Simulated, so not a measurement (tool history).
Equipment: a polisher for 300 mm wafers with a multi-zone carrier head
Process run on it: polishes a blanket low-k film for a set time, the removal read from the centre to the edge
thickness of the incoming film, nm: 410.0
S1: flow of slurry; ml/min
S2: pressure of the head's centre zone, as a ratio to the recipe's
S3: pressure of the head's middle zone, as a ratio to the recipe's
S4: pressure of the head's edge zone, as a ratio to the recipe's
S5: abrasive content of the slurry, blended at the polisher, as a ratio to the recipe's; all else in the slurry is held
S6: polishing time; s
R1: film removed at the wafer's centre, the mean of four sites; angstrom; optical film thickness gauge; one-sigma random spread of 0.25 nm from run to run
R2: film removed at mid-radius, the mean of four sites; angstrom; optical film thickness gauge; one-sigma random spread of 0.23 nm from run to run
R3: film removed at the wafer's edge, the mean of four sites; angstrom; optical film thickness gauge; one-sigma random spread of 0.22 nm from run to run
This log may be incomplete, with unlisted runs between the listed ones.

run  hour   S1    S2    S3    S4    S5  S6      R1      R2      R3
  1   0.0  170  1.00  1.00  1.00  1.00  87  242.28  224.78  222.48
  2   7.1  175  1.00  1.00  1.03  1.05  87  252.79  226.77  227.08
  3  10.5  175  1.05  1.00  1.03  1.05  87  263.05  227.98  232.70
  4  16.8  175  1.05  1.00  1.03  1.05  72  216.76  190.27  190.71
  5  25.3  165  1.02  1.01  1.05  1.10  76  221.58  202.38  204.91
  6  31.0  165  1.02  1.01  1.05  1.10  55  163.23  148.57  146.15
  7  35.1  155  1.02  1.02  1.07  1.15  61  180.85  165.31  167.57
  8  39.3  150  1.03  1.04  1.09  1.20  65  196.62  183.68  181.51
     44.2  -- centre zone pressure recalibrated
  9  44.2  150  1.03  1.04  1.09  1.20  65  177.70  182.17  182.50
 10  50.2  165  1.06  1.04  1.10  1.25  68  196.34  195.32  198.07
 11  54.0  165  1.07  1.04  1.09  1.30  72  215.97  211.64  206.31
 12  60.1  170  1.08  1.03  1.11  1.35  75  229.35  220.54  225.41
 13  64.0  220  1.12  1.10  1.19  1.50  87  296.76  288.98  281.67

Estimate the outcome of run 14 from the log above:
 14  68.8  220  1.11  1.09  1.19  1.50  88   ?   ?   ?

R1: 294.98 angstrom
R2: 288.94 angstrom
R3: 286.53 angstrom
